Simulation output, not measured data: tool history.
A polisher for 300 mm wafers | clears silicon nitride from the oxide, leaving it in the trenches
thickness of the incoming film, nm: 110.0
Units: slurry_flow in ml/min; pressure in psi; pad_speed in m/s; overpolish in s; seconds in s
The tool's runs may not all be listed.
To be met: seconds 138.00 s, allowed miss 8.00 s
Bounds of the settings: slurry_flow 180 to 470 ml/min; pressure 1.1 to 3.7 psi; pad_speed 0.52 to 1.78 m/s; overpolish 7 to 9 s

| run | hour | slurry_flow | pressure | pad_speed | overpolish | seconds |
|---|---|---|---|---|---|---|
| 1 | 0.0 | 300 | 2.4 | 1.14 | 9 | 104.06 |
| 2 | 3.6 | 300 | 2.2 | 1.12 | 9 | 116.52 |
| 3 | 10.4 | 300 | 2.1 | 1.12 | 9 | 123.87 |
| 4 | 13.9 | 300 | 2.5 | 1.12 | 9 | 101.46 |
| 5 | 19.8 | 335 | 2.5 | 1.12 | 9 | 100.13 |
| 6 | 26.3 | 335 | 2.3 | 1.12 | 9 | 110.34 |
| 7 | 34.5 | 335 | 2.2 | 1.12 | 9 | 113.09 |
| 8 | 35.2 | 330 | 2.1 | 1.12 | 9 | 116.94 |
| 9 | 39.9 | 330 | 1.7 | 1.08 | 9 | 147.77 |

Which of these 4 next moves meets every target?
| A | 44.6 | 335 | 1.6 | 1.10 | 7 | ? |
| B | 44.6 | 345 | 1.7 | 1.02 | 9 | ? |
| C | 44.6 | 310 | 1.8 | 1.00 | 9 | ? |
| D | 44.6 | 410 | 2.1 | 0.92 | 7 | ? |

| move | seconds |
|---|---|
| A | 156.08 |
| B | 158.06 |
| C | 153.97 |
| D | 140.62 |
A: further off than the last run
B: further off than the last run
C: further off than the last run
D: meets every target
Answer: D
